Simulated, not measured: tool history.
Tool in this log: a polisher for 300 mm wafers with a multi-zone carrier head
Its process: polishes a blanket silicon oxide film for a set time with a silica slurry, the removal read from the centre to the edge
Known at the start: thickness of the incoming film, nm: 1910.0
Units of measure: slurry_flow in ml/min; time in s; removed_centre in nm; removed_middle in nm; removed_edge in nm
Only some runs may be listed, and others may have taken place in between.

run 1 hour=0.0 | slurry_flow=120 centre_zone=1.00 middle_zone=1.00 edge_zone=1.00 slurry_solids=1.00 time=61 | removed_centre=113.94 removed_middle=115.30 removed_edge=115.13
run 2 hour=4.3 | slurry_flow=135 centre_zone=1.00 middle_zone=1.00 edge_zone=1.00 slurry_solids=1.00 time=61 | removed_centre=117.27 removed_middle=120.00 removed_edge=117.48
run 3 hour=5.8 | slurry_flow=130 centre_zone=0.99 middle_zone=1.00 edge_zone=0.98 slurry_solids=0.95 time=61 | removed_centre=112.40 removed_middle=114.53 removed_edge=113.44
run 4 hour=12.4 | slurry_flow=130 centre_zone=0.99 middle_zone=1.00 edge_zone=0.98 slurry_solids=0.95 time=73 | removed_centre=135.50 removed_middle=139.19 removed_edge=132.45
run 5 hour=20.1 | slurry_flow=125 centre_zone=0.98 middle_zone=1.00 edge_zone=0.96 slurry_solids=0.90 time=72 | removed_centre=125.53 removed_middle=131.20 removed_edge=124.36
run 6 hour=28.1 | slurry_flow=120 centre_zone=0.97 middle_zone=1.00 edge_zone=0.94 slurry_solids=0.85 time=72 | removed_centre=118.50 removed_middle=125.81 removed_edge=120.87
run 7 hour=32.7 | slurry_flow=120 centre_zone=0.97 middle_zone=1.00 edge_zone=0.93 slurry_solids=0.80 time=71 | removed_centre=112.62 removed_middle=119.13 removed_edge=114.71

Run 8, settings as shown, results not yet in. Your forecast:
run 8 hour=35.4 | slurry_flow=120 centre_zone=0.97 middle_zone=1.01 edge_zone=0.92 slurry_solids=0.75 time=70 | removed_centre=? removed_middle=? removed_edge=?

removed_centre: 106.52 nm
removed_middle: 112.91 nm
removed_edge: 107.31 nm
